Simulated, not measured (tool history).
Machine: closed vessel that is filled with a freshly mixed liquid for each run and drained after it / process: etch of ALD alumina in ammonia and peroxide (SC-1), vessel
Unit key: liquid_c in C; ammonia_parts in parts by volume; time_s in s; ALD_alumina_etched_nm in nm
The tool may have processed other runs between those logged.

run,hour,liquid_c,ammonia_parts,time_s,ALD_alumina_etched_nm
1,0.0,57.0,0.75,40,3.1088
2,4.5,57.0,0.50,40,2.9806
3,6.3,57.0,0.50,40,3.0055
4,10.0,57.0,0.50,35,2.6226
5,18.8,57.0,0.25,35,2.4720
6,24.5,57.0,0.25,35,2.4456
7,30.2,55.0,0.25,35,2.2026
8,35.1,53.5,0.25,35,2.0442
9,43.8,52.5,0.25,35,1.9514
10,48.1,51.5,0.25,35,1.8210

For run 11, what comes out?
11,55.0,51.0,0.25,35,?

{"run 11": {"ALD_alumina_etched_nm": 1.7901}}

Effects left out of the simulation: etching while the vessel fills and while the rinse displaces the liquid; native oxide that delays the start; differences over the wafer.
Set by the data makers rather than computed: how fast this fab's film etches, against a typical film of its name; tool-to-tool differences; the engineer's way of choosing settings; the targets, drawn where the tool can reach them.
